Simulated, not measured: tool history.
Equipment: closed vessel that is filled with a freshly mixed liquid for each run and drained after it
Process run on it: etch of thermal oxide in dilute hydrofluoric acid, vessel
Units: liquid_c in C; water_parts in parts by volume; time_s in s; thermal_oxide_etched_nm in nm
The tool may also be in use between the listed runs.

run 1 hour=0.0 | liquid_c=22.0 water_parts=290 time_s=960 | thermal_oxide_etched_nm=10.6970
run 2 hour=6.1 | liquid_c=24.5 water_parts=290 time_s=960 | thermal_oxide_etched_nm=11.6570
run 3 hour=8.1 | liquid_c=24.5 water_parts=290 time_s=960 | thermal_oxide_etched_nm=11.5650
run 4 hour=15.5 | liquid_c=24.5 water_parts=290 time_s=755 | thermal_oxide_etched_nm=9.0725
run 5 hour=18.0 | liquid_c=25.5 water_parts=230 time_s=790 | thermal_oxide_etched_nm=13.0820
-- hour=21.9 thermometer replaced
run 6 hour=21.9 | liquid_c=26.5 water_parts=185 time_s=805 | thermal_oxide_etched_nm=19.1630
run 7 hour=30.7 | liquid_c=27.5 water_parts=170 time_s=805 | thermal_oxide_etched_nm=22.2460

Forecast run 8:
run 8 hour=36.8 | liquid_c=30.0 water_parts=120 time_s=805 | thermal_oxide_etched_nm=?

thermal_oxide_etched_nm: 36.7070 nm
